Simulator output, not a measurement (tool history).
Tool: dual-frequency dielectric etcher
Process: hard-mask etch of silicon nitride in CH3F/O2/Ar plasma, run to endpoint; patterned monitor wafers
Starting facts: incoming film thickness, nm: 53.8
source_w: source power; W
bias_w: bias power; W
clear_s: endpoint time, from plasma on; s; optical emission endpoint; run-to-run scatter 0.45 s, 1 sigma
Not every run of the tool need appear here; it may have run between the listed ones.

Run 1, hour 0.0: source_w 350 W, bias_w 74 W. Result: clear_s 80.971 s.
Run 2, hour 7.5: source_w 350 W, bias_w 65 W. Result: clear_s 85.328 s.
Run 3, hour 9.4: source_w 390 W, bias_w 65 W. Result: clear_s 80.055 s.
Run 4, hour 10.0: source_w 340 W, bias_w 65 W. Result: clear_s 86.420 s.
Run 5, hour 18.5: source_w 340 W, bias_w 73 W. Result: clear_s 82.379 s.
Run 6, hour 26.0: source_w 360 W, bias_w 75 W. Result: clear_s 79.516 s.
Run 7, hour 34.0: source_w 370 W, bias_w 77 W. Result: clear_s 76.649 s.
Run 8, hour 42.6: source_w 380 W, bias_w 78 W. Result: clear_s 76.482 s.
Run 9, hour 43.9: source_w 390 W, bias_w 80 W. Result: clear_s 74.582 s.
Run 10, hour 51.1: source_w 400 W, bias_w 81 W. Result: clear_s 73.610 s.

Run 11 comes next. What will it give?
Run 11, hour 54.7: source_w 400 W, bias_w 81 W. Result: clear_s ?.

clear_s: 72.423 s
